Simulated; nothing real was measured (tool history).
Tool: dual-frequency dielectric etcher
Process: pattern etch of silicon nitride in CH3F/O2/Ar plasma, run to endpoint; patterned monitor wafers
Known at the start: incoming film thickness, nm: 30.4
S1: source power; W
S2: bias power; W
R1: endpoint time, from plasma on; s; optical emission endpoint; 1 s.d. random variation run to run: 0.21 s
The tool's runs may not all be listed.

| run | hour | S1 | S2 | R1 |
|---|---|---|---|---|
| 1 | 0 | 480 | 60 | 45.197 |
| 2 | 5.9 | 480 | 68 | 43.044 |
| 3 | 13.9 | 500 | 68 | 42.176 |
| 4 | 21 | 510 | 68 | 41.838 |
| 5 | 26 | 520 | 68 | 41.753 |
| 6 | 34.6 | 450 | 68 | 44.929 |
| 7 | 37.6 | 470 | 68 | 44.059 |

For run 8, what comes out?
| 8 | 38.1 | 490 | 68 | ? |

R1: 42.714 s
